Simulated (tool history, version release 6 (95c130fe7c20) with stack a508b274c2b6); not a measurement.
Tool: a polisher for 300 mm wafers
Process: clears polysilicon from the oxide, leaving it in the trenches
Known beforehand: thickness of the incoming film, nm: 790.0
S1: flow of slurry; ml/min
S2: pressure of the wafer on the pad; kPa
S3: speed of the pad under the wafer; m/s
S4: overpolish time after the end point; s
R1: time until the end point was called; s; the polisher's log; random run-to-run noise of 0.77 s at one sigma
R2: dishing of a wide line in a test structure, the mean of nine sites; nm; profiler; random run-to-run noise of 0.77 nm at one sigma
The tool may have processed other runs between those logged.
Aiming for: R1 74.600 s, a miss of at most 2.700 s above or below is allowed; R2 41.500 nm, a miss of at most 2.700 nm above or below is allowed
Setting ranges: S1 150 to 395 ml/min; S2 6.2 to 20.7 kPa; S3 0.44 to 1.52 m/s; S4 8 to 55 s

Run 1, hour 0.0: S1 250 ml/min, S2 13.1 kPa, S3 0.98 m/s, S4 28 s. Result: R1 69.583 s, R2 53.521 nm.
Run 2, hour 4.8: S1 250 ml/min, S2 13.1 kPa, S3 0.98 m/s, S4 39 s. Result: R1 71.009 s, R2 53.574 nm.
Run 3, hour 11.8: S1 250 ml/min, S2 13.1 kPa, S3 0.98 m/s, S4 31 s. Result: R1 69.526 s, R2 53.323 nm.
Run 4, hour 14.5: S1 250 ml/min, S2 10.3 kPa, S3 0.98 m/s, S4 31 s. Result: R1 84.174 s, R2 55.011 nm.
Run 5, hour 16.6: S1 250 ml/min, S2 10.3 kPa, S3 0.98 m/s, S4 42 s. Result: R1 84.839 s, R2 54.879 nm.
Run 6, hour 25.4: S1 250 ml/min, S2 12.4 kPa, S3 0.88 m/s, S4 33 s. Result: R1 81.927 s, R2 53.309 nm.
Run 7, hour 33.7: S1 265 ml/min, S2 14.5 kPa, S3 0.78 m/s, S4 26 s. Result: R1 79.031 s, R2 51.918 nm.
Run 8, hour 38.5: S1 300 ml/min, S2 15.9 kPa, S3 0.70 m/s, S4 21 s. Result: R1 79.951 s, R2 51.237 nm.
Run 9, hour 44.8: S1 290 ml/min, S2 17.2 kPa, S3 0.64 m/s, S4 18 s. Result: R1 78.847 s, R2 50.106 nm.
Run 10, hour 48.7: S1 255 ml/min, S2 17.9 kPa, S3 0.60 m/s, S4 15 s. Result: R1 80.442 s, R2 48.766 nm.
Run 11, hour 56.1: S1 225 ml/min, S2 18.6 kPa, S3 0.58 m/s, S4 13 s. Result: R1 82.013 s, R2 47.097 nm.
Run 12, hour 57.5: S1 205 ml/min, S2 19.3 kPa, S3 0.58 m/s, S4 12 s. Result: R1 81.595 s, R2 46.072 nm.
Run 13, hour 63.4: S1 190 ml/min, S2 20.0 kPa, S3 0.60 m/s, S4 11 s. Result: R1 78.803 s, R2 44.805 nm.

Which of these 4 next moves meets every target?
Run A, hour 69.3: S1 190 ml/min, S2 20.0 kPa, S3 0.54 m/s, S4 14 s. Result: R1 ?, R2 ?.
Run B, hour 69.3: S1 250 ml/min, S2 15.2 kPa, S3 0.68 m/s, S4 14 s. Result: R1 ?, R2 ?.
Run C, hour 69.3: S1 290 ml/min, S2 17.2 kPa, S3 0.70 m/s, S4 19 s. Result: R1 ?, R2 ?.
Run D, hour 69.3: S1 150 ml/min, S2 20.7 kPa, S3 0.66 m/s, S4 8 s. Result: R1 ?, R2 ?.

move      R1      R2
   A  84.949  48.033
   B  85.709  47.923
   C  74.397  51.867
   D  73.999  41.583
A: further off than the last run
B: further off than the last run
C: puts the biggest miss on target and leaves a different result outside tolerance
D: in spec on every target
The right move is D.
